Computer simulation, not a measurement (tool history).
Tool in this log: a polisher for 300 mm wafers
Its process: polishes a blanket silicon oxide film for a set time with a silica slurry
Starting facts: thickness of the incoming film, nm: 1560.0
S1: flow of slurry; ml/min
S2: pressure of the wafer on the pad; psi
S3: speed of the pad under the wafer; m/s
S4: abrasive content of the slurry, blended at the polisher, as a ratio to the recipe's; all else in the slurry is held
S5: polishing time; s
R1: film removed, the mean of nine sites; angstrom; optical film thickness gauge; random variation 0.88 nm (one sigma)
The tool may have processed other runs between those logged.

run	hour	S1	S2	S3	S4	S5	R1
1	0	290	3	1.52	1	41	1189.9
2	3	290	3	1.52	1	41	1194.2
3	10.6	290	3	1.52	1	36	1032.1
4	11.3	290	3	1.66	1	36	1121.5
5	13.9	290	3	1.66	1	41	1273.6
6	17.6	290	2.9	1.66	1	41	1245.2
7	21.5	290	2.8	1.66	1	41	1183.8

Run 8, settings as shown, results not yet in. Your forecast:
8	27.3	290	2.7	1.66	1	41	?

{"run 8": {"R1": 1173.4}}
